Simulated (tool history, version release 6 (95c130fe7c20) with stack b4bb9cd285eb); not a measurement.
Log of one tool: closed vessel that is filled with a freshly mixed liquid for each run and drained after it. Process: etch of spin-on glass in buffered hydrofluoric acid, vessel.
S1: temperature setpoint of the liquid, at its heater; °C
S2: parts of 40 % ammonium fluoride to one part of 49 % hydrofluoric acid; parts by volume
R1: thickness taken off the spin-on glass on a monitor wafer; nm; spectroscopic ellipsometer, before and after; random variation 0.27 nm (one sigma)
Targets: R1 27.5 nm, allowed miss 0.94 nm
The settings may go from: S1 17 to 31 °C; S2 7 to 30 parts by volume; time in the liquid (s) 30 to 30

run 1 hour=0 | S1=23 S2=20 time_in_the_liquid_(s)=30 | R1=46.451
run 2 hour=5.4 | S1=23 S2=20 time_in_the_liquid_(s)=30 | R1=45.596
run 3 hour=8.7 | S1=24.5 S2=20 time_in_the_liquid_(s)=30 | R1=50.621
run 4 hour=11.8 | S1=24.5 S2=22.5 time_in_the_liquid_(s)=30 | R1=47.38
run 5 hour=15.7 | S1=22.5 S2=23 time_in_the_liquid_(s)=30 | R1=41.03
run 6 hour=21.6 | S1=20.5 S2=23 time_in_the_liquid_(s)=30 | R1=36.555
run 7 hour=25.4 | S1=19.5 S2=23.5 time_in_the_liquid_(s)=30 | R1=34.465
run 8 hour=30.6 | S1=19 S2=24.5 time_in_the_liquid_(s)=30 | R1=32.657
run 9 hour=34.1 | S1=18.5 S2=25 time_in_the_liquid_(s)=30 | R1=31.148
run 10 hour=35.1 | S1=18 S2=25.5 time_in_the_liquid_(s)=30 | R1=29.806
run 11 hour=40.1 | S1=17.5 S2=25.5 time_in_the_liquid_(s)=30 | R1=29.043

Which of these 5 next moves meets every target?
run A hour=45.1 | S1=19 S2=26.5 time_in_the_liquid_(s)=30 | R1=?
run B hour=45.1 | S1=17.5 S2=28 time_in_the_liquid_(s)=30 | R1=?
run C hour=45.1 | S1=19 S2=27 time_in_the_liquid_(s)=30 | R1=?
run D hour=45.1 | S1=17.5 S2=24 time_in_the_liquid_(s)=30 | R1=?
run E hour=45.1 | S1=17.5 S2=23 time_in_the_liquid_(s)=30 | R1=?

move=A R1=30.154
move=B R1=26.65
move=C R1=29.767
move=D R1=29.653
move=E R1=30.539
A: further off than the last run
B: meets every target
C: further off than the last run
D: further off than the last run
E: further off than the last run
The right move is B.

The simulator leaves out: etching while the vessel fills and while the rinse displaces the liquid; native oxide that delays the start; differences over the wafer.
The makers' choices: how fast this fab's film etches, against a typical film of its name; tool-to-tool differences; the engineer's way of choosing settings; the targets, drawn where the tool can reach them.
